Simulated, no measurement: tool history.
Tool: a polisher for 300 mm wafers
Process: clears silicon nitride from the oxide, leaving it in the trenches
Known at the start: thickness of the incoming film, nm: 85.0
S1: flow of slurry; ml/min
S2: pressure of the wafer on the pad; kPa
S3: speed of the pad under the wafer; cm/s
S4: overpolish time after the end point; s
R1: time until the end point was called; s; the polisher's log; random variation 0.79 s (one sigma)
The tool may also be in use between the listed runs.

run  hour   S1    S2   S3  S4      R1
  1     0  205  16.5  126  44   81.56
  2   2.9  205  17.2  126  44  81.934
  3   5.6  225  17.2  126  44  77.049
  4   7.6  225  13.1  126  44  103.84
  5    16  180  13.1  126  44  105.39
  6  17.4  150  13.1  126  44  107.33
  7  18.8  150  14.5  126  44   99.19
  8  25.5  150  15.2  126  44  93.936

Run 9 comes next. What will it give?
  9    33  150  15.9  126  44   ?

{"run 9": {"R1": 88.577}}
